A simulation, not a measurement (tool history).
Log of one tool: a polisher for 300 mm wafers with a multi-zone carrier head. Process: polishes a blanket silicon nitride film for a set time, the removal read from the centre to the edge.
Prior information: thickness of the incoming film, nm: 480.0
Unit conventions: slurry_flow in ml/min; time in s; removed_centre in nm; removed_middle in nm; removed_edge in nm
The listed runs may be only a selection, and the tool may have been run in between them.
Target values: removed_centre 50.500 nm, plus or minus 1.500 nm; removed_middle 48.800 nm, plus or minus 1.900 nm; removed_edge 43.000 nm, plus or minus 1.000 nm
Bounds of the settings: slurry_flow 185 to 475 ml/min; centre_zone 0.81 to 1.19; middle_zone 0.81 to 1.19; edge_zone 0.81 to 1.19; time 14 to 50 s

{"run": 1, "hour": 0.0, "slurry_flow": 305, "centre_zone": 1.0, "middle_zone": 1.0, "edge_zone": 1.0, "time": 32, "removed_centre": 56.972, "removed_middle": 57.64, "removed_edge": 58.524}
{"run": 2, "hour": 4.3, "slurry_flow": 305, "centre_zone": 1.01, "middle_zone": 1.01, "edge_zone": 0.97, "time": 31, "removed_centre": 56.447, "removed_middle": 57.104, "removed_edge": 56.426}
{"run": 3, "hour": 4.8, "slurry_flow": 305, "centre_zone": 1.01, "middle_zone": 1.01, "edge_zone": 0.97, "time": 25, "removed_centre": 46.26, "removed_middle": 47.279, "removed_edge": 45.326}
{"run": 4, "hour": 5.6, "slurry_flow": 310, "centre_zone": 1.02, "middle_zone": 1.01, "edge_zone": 0.95, "time": 25, "removed_centre": 46.949, "removed_middle": 46.84, "removed_edge": 44.577}
{"run": 5, "hour": 12.2, "slurry_flow": 315, "centre_zone": 1.03, "middle_zone": 1.02, "edge_zone": 0.94, "time": 25, "removed_centre": 47.787, "removed_middle": 46.658, "removed_edge": 44.902}
{"run": 6, "hour": 13.9, "slurry_flow": 315, "centre_zone": 1.04, "middle_zone": 1.04, "edge_zone": 0.92, "time": 25, "removed_centre": 47.661, "removed_middle": 48.672, "removed_edge": 44.632}
{"run": 7, "hour": 16.6, "slurry_flow": 315, "centre_zone": 1.05, "middle_zone": 1.04, "edge_zone": 0.91, "time": 25, "removed_centre": 47.885, "removed_middle": 47.299, "removed_edge": 44.494}
{"run": 8, "hour": 23.3, "slurry_flow": 315, "centre_zone": 1.05, "middle_zone": 1.04, "edge_zone": 0.91, "time": 25, "removed_centre": 47.933, "removed_middle": 47.724, "removed_edge": 44.376}

Of the 4 settings listed for the next run, only one would bring every result within its allowed miss of target. Which one?
{"run": "A", "hour": 30.0, "slurry_flow": 305, "centre_zone": 1.03, "middle_zone": 0.84, "edge_zone": 0.86, "time": 28, "removed_centre": "?", "removed_middle": "?", "removed_edge": "?"}
{"run": "B", "hour": 30.0, "slurry_flow": 430, "centre_zone": 1.08, "middle_zone": 0.96, "edge_zone": 0.92, "time": 25, "removed_centre": "?", "removed_middle": "?", "removed_edge": "?"}
{"run": "C", "hour": 30.0, "slurry_flow": 285, "centre_zone": 1.04, "middle_zone": 1.04, "edge_zone": 0.94, "time": 24, "removed_centre": "?", "removed_middle": "?", "removed_edge": "?"}
{"run": "D", "hour": 30.0, "slurry_flow": 315, "centre_zone": 1.1, "middle_zone": 1.06, "edge_zone": 0.85, "time": 25, "removed_centre": "?", "removed_middle": "?", "removed_edge": "?"}

move=A removed_centre=52.019 removed_middle=44.298 removed_edge=48.259
move=B removed_centre=50.386 removed_middle=44.945 removed_edge=45.367
move=C removed_centre=44.710 removed_middle=44.159 removed_edge=42.682
move=D removed_centre=49.878 removed_middle=47.172 removed_edge=42.868
A: carries the result that was furthest off beyond its target, to the other side
B: puts the biggest miss on target and leaves a different result outside tolerance
C: misses by more than the last run did
D: all results in spec
D meets every target.
